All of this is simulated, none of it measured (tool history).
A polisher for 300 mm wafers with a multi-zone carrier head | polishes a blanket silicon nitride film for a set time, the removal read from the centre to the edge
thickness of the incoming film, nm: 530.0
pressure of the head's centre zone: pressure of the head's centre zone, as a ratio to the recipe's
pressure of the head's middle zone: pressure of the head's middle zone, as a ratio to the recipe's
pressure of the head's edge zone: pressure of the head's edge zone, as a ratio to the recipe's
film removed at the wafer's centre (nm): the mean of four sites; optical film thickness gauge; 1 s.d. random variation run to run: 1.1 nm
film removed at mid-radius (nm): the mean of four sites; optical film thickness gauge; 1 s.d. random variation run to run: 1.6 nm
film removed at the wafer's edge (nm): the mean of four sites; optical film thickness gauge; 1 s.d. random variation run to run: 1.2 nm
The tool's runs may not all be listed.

run,hour,flow of slurry (ml/min),pressure of the head's centre zone,pressure of the head's middle zone,pressure of the head's edge zone,polishing time (s),film removed at the wafer's centre (nm),film removed at mid-radius (nm),film removed at the wafer's edge (nm)
1,0,150,1,1,1,53,153.8,151.74,160.07
2,3.6,150,1,0.95,1,53,155.13,151.5,158.35
3,5,150,1,0.95,1,65,189.6,180.95,194.56
4,12.4,150,1,0.95,1,76,219.57,209.66,229.37
5,20.8,145,1.01,0.93,0.97,69,200.75,191.38,206.19
6,21.6,155,1.03,0.92,0.98,62,185.41,171.75,186.02
7,24,155,1.05,0.91,0.97,57,175.12,155.78,170.58

The next listed run, before its measurement:
# hour 25.2: slurry nozzle cleaned
8,25.2,150,1.06,0.91,0.94,54,?,?,?

{"run 8": {"film removed at the wafer's centre (nm)": 181.75, "film removed at mid-radius (nm)": 164.33, "film removed at the wafer's edge (nm)": 169.38}}
